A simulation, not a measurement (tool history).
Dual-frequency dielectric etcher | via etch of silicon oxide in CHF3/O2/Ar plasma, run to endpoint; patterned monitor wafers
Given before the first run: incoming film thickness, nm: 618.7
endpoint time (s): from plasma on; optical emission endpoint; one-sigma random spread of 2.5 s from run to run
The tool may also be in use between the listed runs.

run  hour  source power (W)  bias power (W)  endpoint time (s)
  1     0               650             197             260.61
  2   8.2               650             210             256.13
  3  12.7               560             210             286.38
  4  14.8               670             210             252.41
  5  16.3               630             207             266.56
  6  22.3               630             186             268.09
  7    27               600             184             281.67
  8  31.1               580             183              290.9
  9  33.4               570             182             290.37
 10  35.5               560             181              294.9

Expected results for the next run?
 11  37.7               460             170                  ?

{"run 11": {"endpoint time (s)": 342.46}}
